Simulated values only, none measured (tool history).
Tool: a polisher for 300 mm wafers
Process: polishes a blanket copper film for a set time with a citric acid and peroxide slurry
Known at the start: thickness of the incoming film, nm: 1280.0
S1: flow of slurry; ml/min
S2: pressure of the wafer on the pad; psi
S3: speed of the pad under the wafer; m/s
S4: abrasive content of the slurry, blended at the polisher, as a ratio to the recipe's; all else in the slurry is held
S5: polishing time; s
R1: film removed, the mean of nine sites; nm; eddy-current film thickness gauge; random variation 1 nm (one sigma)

{"run": 1, "day": 0.0, "S1": 200, "S2": 3, "S3": 1.06, "S4": 1, "S5": 81, "R1": 186.59}
{"run": 2, "day": 0.242, "S1": 200, "S2": 3, "S3": 0.88, "S4": 1, "S5": 81, "R1": 161.49}
{"run": 3, "day": 0.608, "S1": 190, "S2": 3, "S3": 0.88, "S4": 1, "S5": 81, "R1": 160.63}
{"run": 4, "day": 0.983, "S1": 185, "S2": 3, "S3": 0.88, "S4": 1, "S5": 81, "R1": 161.46}
{"run": 5, "day": 1.171, "S1": 185, "S2": 2.5, "S3": 0.88, "S4": 1, "S5": 81, "R1": 133.48}
{"run": 6, "day": 1.338, "S1": 185, "S2": 2.5, "S3": 0.88, "S4": 1, "S5": 85, "R1": 141.69}

Forecast run 7:
{"run": 7, "day": 1.692, "S1": 190, "S2": 2.5, "S3": 0.88, "S4": 1, "S5": 85, "R1": "?"}

R1: 140.93 nm
